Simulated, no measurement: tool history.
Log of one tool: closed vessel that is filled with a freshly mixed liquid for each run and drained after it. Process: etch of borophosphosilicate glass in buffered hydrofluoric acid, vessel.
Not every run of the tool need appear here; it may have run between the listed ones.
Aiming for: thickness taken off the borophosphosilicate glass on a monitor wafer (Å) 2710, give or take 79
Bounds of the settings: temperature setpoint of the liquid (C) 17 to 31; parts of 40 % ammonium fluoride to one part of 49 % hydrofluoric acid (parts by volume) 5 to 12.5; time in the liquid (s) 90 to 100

| run | hour | temperature setpoint of the liquid (C) | parts of 40 % ammonium fluoride to one part of 49 % hydrofluoric acid (parts by volume) | time in the liquid (s) | thickness taken off the borophosphosilicate glass on a monitor wafer (Å) |
|---|---|---|---|---|---|
| 1 | 0 | 23 | 7.5 | 90 | 3655.9 |
| 2 | 2.7 | 25.5 | 7.5 | 90 | 4175.8 |
| 3 | 3.9 | 22.5 | 7.5 | 90 | 3531.3 |
| 4 | 6.9 | 25.5 | 7.5 | 90 | 4190 |
| 5 | 16.1 | 23 | 7.5 | 90 | 3630.9 |
| 6 | 23.3 | 21.5 | 7.5 | 90 | 3365.6 |
| 7 | 30.7 | 20.5 | 7.5 | 90 | 3162.6 |
| 8 | 32.2 | 19.5 | 7.5 | 90 | 3011.6 |
| 9 | 40.9 | 19 | 7.5 | 90 | 2914.9 |
| 10 | 43.5 | 18.5 | 7.5 | 90 | 2845.4 |

4 candidate next runs follow, results not yet known. Just one meets every target within its allowed miss. Identify it.
| A | 46.1 | 17 | 7.5 | 100 | ? |
| B | 46.1 | 19 | 8 | 95 | ? |
| C | 46.1 | 18.5 | 7.5 | 100 | ? |
| D | 46.1 | 19 | 8.5 | 95 | ? |

| move | thickness taken off the borophosphosilicate glass on a monitor wafer (Å) |
|---|---|
| A | 2892 |
| B | 2861.8 |
| C | 3144.9 |
| D | 2677.6 |
A: further off than the last run
B: further off than the last run
C: further off than the last run
D: every result lands within tolerance
Correct choice: D, which meets every target
